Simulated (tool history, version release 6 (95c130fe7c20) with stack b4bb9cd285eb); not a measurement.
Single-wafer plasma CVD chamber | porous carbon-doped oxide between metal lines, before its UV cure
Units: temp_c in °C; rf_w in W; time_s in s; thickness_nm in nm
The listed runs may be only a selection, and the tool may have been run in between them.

run 1 hour=0 | temp_c=320 rf_w=580 time_s=12.9 | thickness_nm=80.947
run 2 hour=6.3 | temp_c=320 rf_w=580 time_s=12.9 | thickness_nm=80.759
run 3 hour=8.9 | temp_c=320 rf_w=625 time_s=12.9 | thickness_nm=83.788
run 4 hour=15.8 | temp_c=320 rf_w=545 time_s=12.9 | thickness_nm=78.271
run 5 hour=24.4 | temp_c=327 rf_w=545 time_s=12.9 | thickness_nm=76.069
run 6 hour=31.4 | temp_c=331 rf_w=545 time_s=12.9 | thickness_nm=74.329
run 7 hour=36.9 | temp_c=333 rf_w=525 time_s=12.9 | thickness_nm=72.009
run 8 hour=37.5 | temp_c=335 rf_w=515 time_s=12.9 | thickness_nm=70.721
run 9 hour=40.7 | temp_c=337 rf_w=505 time_s=12.9 | thickness_nm=69.618

Estimate the outcome of run 10 from the log above:
run 10 hour=44.3 | temp_c=338 rf_w=495 time_s=12.9 | thickness_nm=?

Run 10 came out at thickness_nm 67.981 nm.
